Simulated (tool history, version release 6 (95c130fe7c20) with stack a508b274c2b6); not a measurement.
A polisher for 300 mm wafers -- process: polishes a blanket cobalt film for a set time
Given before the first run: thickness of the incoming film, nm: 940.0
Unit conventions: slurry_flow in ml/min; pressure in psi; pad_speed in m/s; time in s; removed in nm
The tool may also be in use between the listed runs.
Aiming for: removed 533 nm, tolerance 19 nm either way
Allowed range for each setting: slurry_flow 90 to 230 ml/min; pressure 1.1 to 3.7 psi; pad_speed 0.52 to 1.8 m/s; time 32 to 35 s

| run | day | slurry_flow | pressure | pad_speed | time | removed |
|---|---|---|---|---|---|---|
| 1 | 0 | 150 | 2.4 | 1.16 | 35 | 277.78 |
| 2 | 0.275 | 150 | 2.7 | 1.16 | 35 | 308.21 |
| 3 | 0.479 | 150 | 3 | 1.16 | 35 | 350.96 |
| 4 | 0.775 | 150 | 3 | 1.16 | 35 | 337.27 |
| 5 | 1.071 | 150 | 3 | 1.04 | 35 | 305.46 |
| 6 | 1.238 | 155 | 3.1 | 1.1 | 35 | 339.53 |
| 7 | 1.317 | 160 | 3.2 | 1.14 | 35 | 360.87 |
| 8 | 1.562 | 160 | 3.3 | 1.18 | 35 | 380.76 |
| 9 | 1.646 | 160 | 3.4 | 1.22 | 35 | 411.25 |
| 10 | 2 | 160 | 3.5 | 1.26 | 35 | 433.86 |
| 11 | 2.275 | 160 | 3.5 | 1.3 | 35 | 455.91 |
| 12 | 2.371 | 160 | 3.5 | 1.3 | 35 | 439.53 |

Next run, 5 choices. One meets every target within its allowed miss, the rest don't. Which?
| A | 2.467 | 160 | 2.7 | 1.3 | 32 | ? |
| B | 2.467 | 190 | 3.6 | 1.24 | 32 | ? |
| C | 2.467 | 105 | 2.9 | 1.24 | 34 | ? |
| D | 2.467 | 165 | 3.7 | 1.44 | 35 | ? |
| E | 2.467 | 145 | 3.7 | 1.08 | 32 | ? |

| move | removed |
|---|---|
| A | 316.86 |
| B | 411.01 |
| C | 318.4 |
| D | 523.39 |
| E | 354.31 |
A: further off than the last run
B: further off than the last run
C: further off than the last run
D: all results in spec
E: further off than the last run
Correct choice: D, which meets every target

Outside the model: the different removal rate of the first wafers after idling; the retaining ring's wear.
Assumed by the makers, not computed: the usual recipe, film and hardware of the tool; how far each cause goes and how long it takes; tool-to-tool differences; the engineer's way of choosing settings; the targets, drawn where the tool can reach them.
